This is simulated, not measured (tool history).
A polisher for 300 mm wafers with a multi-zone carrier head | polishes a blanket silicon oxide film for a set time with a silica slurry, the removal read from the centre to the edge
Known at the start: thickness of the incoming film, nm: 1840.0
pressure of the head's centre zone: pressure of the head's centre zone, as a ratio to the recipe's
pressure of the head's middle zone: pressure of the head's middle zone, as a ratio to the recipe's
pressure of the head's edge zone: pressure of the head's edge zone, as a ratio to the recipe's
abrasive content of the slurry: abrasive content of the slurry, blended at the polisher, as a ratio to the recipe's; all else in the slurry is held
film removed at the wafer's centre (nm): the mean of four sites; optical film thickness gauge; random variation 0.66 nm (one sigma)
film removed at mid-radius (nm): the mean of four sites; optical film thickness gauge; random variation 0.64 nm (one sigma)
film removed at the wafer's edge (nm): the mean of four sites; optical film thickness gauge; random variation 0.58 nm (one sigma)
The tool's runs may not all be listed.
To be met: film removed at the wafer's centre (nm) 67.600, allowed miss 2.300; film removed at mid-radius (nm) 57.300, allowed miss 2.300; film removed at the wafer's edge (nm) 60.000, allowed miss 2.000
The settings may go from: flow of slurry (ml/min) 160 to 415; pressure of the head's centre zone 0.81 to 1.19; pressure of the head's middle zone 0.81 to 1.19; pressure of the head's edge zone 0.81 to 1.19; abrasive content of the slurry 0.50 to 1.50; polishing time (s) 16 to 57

run,day,flow of slurry (ml/min),pressure of the head's centre zone,pressure of the head's middle zone,pressure of the head's edge zone,abrasive content of the slurry,polishing time (s),film removed at the wafer's centre (nm),film removed at mid-radius (nm),film removed at the wafer's edge (nm)
1,0.000,265,1.00,1.00,1.00,1.00,36,87.324,83.810,85.522
2,0.196,265,1.01,0.97,0.96,0.85,35,78.184,74.422,74.356
3,0.262,265,1.01,0.90,0.96,0.85,35,77.666,69.738,76.181
4,0.567,260,1.02,0.88,0.93,0.75,35,73.039,64.574,70.744
5,0.821,260,1.02,0.81,0.93,0.75,35,74.317,60.938,71.240
6,1.150,255,1.03,0.82,0.90,0.70,35,72.888,58.540,67.072
7,1.246,245,1.02,0.83,0.87,0.70,35,72.057,59.031,65.421
8,1.279,245,1.02,0.83,0.87,0.70,35,72.040,59.332,65.828
9,1.521,230,1.02,0.86,0.81,0.55,35,62.345,53.967,55.392
10,1.750,250,1.03,0.86,0.83,0.55,35,65.560,52.516,56.749
11,1.929,250,1.03,0.87,0.84,0.55,35,64.661,55.134,56.976
12,1.996,260,1.03,0.87,0.85,0.55,35,64.303,54.624,58.624
13,2.071,260,1.04,0.88,0.85,0.55,35,64.559,55.409,57.334
14,2.400,265,1.05,0.88,0.86,0.55,35,66.673,54.499,58.175

Which of these 4 next moves meets every target?
A,2.729,205,1.08,0.94,0.94,0.65,33,?,?,?
B,2.729,230,1.04,1.07,0.81,0.60,33,?,?,?
C,2.729,280,1.11,0.91,0.81,0.50,35,?,?,?
D,2.729,230,0.94,0.92,0.89,0.60,37,?,?,?

move,film removed at the wafer's centre (nm),film removed at mid-radius (nm),film removed at the wafer's edge (nm)
A,67.698,59.507,60.442
B,63.527,64.578,54.676
C,66.681,55.303,53.545
D,64.260,63.775,64.064
A: meets every target
B: takes the result that was furthest off past its target
C: brings the result that was furthest off to its target, and leaves another outside
D: takes the result that was furthest off past its target
Answer: A
